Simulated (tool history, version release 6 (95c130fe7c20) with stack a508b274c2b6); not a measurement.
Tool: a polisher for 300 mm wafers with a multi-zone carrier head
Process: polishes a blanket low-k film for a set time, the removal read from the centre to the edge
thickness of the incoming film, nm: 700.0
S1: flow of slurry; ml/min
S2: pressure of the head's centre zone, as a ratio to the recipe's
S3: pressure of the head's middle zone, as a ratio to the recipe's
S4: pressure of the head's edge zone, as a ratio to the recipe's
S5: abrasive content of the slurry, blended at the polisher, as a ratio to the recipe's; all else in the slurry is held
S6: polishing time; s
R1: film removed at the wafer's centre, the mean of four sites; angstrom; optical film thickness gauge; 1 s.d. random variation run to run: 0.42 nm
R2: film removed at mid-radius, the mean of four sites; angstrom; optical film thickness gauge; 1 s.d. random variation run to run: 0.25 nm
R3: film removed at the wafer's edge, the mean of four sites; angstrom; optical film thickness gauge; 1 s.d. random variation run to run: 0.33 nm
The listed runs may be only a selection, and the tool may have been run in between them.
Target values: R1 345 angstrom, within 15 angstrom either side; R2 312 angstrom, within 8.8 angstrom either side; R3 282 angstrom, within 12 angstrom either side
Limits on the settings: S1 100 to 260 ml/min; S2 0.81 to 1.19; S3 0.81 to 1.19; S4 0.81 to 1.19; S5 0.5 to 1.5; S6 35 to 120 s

run	day	S1	S2	S3	S4	S5	S6	R1	R2	R3
1	0	165	1	1	1	1	77	344.99	347.67	372.03
2	0.329	165	1	1	1.04	1	77	347.15	344.31	384.05
3	0.6	160	1.03	1	1	0.95	77	339.27	338.68	362.47
4	0.754	160	1.03	0.95	1	0.95	77	343.64	319.13	354.19
5	1.088	160	1.06	0.96	0.96	0.9	77	342.66	314.63	335.15
6	1.221	160	1.09	0.96	0.96	0.9	77	350.19	316.2	347.11
7	1.362	170	1.07	0.95	0.93	0.85	78	354.26	313.6	331.65
8	1.646	175	1.06	0.96	0.91	0.8	78	335.28	303.67	319.26
9	1.975	185	1.08	0.98	0.89	0.75	78	324.27	297.78	304.11
10	2.083	200	1.1	0.99	0.88	0.75	78	341.28	304.43	310.57
11	2.158	200	1.12	1.01	0.87	0.75	78	340.43	311.1	308.54
12	2.342	205	1.13	1.02	0.86	0.75	78	348.89	311.66	308.26
13	2.592	205	1.14	1.03	0.85	0.75	78	351.08	316.94	304.2
14	2.633	200	1.15	1.04	0.84	0.75	78	350.77	319.89	302.16
15	2.667	195	1.16	1.04	0.83	0.75	78	358.15	312.97	294.48

Consider the 4 candidate settings below. Which is the only one whose results all fall within their allowed miss of target?
A	2.7	140	1.09	0.97	0.81	0.6	97	?	?	?
B	2.7	260	1.11	0.93	0.95	0.8	76	?	?	?
C	2.7	260	1.19	1.08	0.86	0.75	72	?	?	?
D	2.7	185	1.19	0.97	0.85	0.7	86	?	?	?

move	R1	R2	R3
A	347.32	312.16	311.17
B	356.01	301.12	328.85
C	347.03	312.34	286.09
D	381.51	315.13	318.05
A: further off than the last run
B: further off than the last run
C: each result inside its tolerance
D: further off than the last run
The right move is C.
